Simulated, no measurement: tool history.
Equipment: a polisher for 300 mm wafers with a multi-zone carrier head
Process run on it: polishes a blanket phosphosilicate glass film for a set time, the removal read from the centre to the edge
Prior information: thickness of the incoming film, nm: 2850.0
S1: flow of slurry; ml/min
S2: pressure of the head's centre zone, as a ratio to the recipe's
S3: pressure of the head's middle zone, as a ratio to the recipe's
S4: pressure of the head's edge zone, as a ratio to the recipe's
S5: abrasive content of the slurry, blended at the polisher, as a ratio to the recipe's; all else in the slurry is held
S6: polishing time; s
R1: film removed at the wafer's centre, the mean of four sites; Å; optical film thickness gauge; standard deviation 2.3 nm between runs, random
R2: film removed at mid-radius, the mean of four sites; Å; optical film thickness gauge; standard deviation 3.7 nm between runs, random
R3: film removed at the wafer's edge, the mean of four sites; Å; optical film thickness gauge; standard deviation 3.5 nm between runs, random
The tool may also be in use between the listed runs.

run,hour,S1,S2,S3,S4,S5,S6,R1,R2,R3
1,0,195,1,1,1,1,52,5591.1,5640.5,5520.9
2,5.9,195,1,1.04,1,1,52,5607.5,5929.7,5678.4
3,11.3,190,0.99,1,0.97,0.9,49,5106,5207.6,4854.3
4,14.6,190,0.99,1,0.97,0.9,56,5801.1,5915.9,5635.5
5,18.5,185,0.98,0.96,0.98,0.8,52,5043.5,5020.4,5002.1
6,26.5,185,0.98,0.9,0.98,0.8,52,5062.3,4780.7,5000.2
7,34.9,180,0.98,0.88,0.97,0.75,49,4585.6,4355.8,4646.2
8,43.4,185,0.99,0.87,0.95,0.7,46,4262.1,3984.6,4193
9,45.9,185,1,0.86,0.93,0.65,44,4002.4,3742.1,3865.5
10,54.6,180,1.01,0.85,0.92,0.6,42,3776.1,3333.9,3626.8
11,59.3,180,1.01,0.85,0.9,0.6,41,3683.1,3216.3,3430.4
12,66.7,175,1,0.85,0.88,0.6,41,3578.6,3344.5,3429.5
13,70,170,1.01,0.84,0.87,0.6,40,3557,3102.6,3345.7
14,71.6,165,1,0.88,0.81,0.5,36,2910.2,2684.7,2773.7

Run 15, settings as shown, results not yet in. Your forecast:
15,73.6,175,1,0.88,0.82,0.5,36,?,?,?

R1: 2950 Å
R2: 2729.4 Å
R3: 2747.3 Å
